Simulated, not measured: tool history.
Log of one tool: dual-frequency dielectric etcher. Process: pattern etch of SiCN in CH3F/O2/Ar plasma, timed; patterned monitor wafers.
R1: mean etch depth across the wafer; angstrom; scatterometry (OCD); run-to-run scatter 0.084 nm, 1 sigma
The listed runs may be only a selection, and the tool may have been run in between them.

{"run": 1, "hour": 0.0, "source power (W)": 410, "bias power (W)": 60, "etch time (s)": 47.5, "R1": 151.56}
{"run": 2, "hour": 3.8, "source power (W)": 410, "bias power (W)": 52, "etch time (s)": 47.5, "R1": 145.48}
{"run": 3, "hour": 5.0, "source power (W)": 410, "bias power (W)": 52, "etch time (s)": 43.5, "R1": 134.86}
{"run": 4, "hour": 8.3, "source power (W)": 450, "bias power (W)": 55, "etch time (s)": 43.5, "R1": 140.16}
{"run": 5, "hour": 16.1, "source power (W)": 510, "bias power (W)": 55, "etch time (s)": 43.5, "R1": 145.35}
{"run": 6, "hour": 17.7, "source power (W)": 520, "bias power (W)": 59, "etch time (s)": 44, "R1": 152.17}
{"run": 7, "hour": 19.0, "source power (W)": 530, "bias power (W)": 61, "etch time (s)": 44, "R1": 152.35}

The next listed run, before its measurement:
{"run": 8, "hour": 25.7, "source power (W)": 570, "bias power (W)": 72, "etch time (s)": 45.5, "R1": "?"}

R1: 170.02 angstrom

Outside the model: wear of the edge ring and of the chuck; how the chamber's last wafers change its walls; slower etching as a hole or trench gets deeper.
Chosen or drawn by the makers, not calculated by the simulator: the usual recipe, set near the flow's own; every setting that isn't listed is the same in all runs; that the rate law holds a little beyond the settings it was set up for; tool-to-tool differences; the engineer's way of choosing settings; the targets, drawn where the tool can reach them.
